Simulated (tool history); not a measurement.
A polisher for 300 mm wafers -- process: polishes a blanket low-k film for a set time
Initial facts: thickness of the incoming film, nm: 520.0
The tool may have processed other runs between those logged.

run,hour,flow of slurry (ml/min),pressure of the wafer on the pad (kPa),speed of the pad under the wafer (m/s),abrasive content of the slurry,polishing time (s),film removed (angstrom)
1,0,295,10.3,0.78,1,47,146.77
2,4.2,295,9,0.78,1,47,130.58
3,10.7,295,9,0.78,1,47,130.21
4,16.2,345,9,0.78,1,47,129.38
5,21.6,345,9,0.78,1,42,115.75
6,28.9,345,9,0.64,1,42,100.75

What does the tool deliver on the next run?
7,29.8,345,9,0.64,1,42,?

film removed (angstrom): 99.347

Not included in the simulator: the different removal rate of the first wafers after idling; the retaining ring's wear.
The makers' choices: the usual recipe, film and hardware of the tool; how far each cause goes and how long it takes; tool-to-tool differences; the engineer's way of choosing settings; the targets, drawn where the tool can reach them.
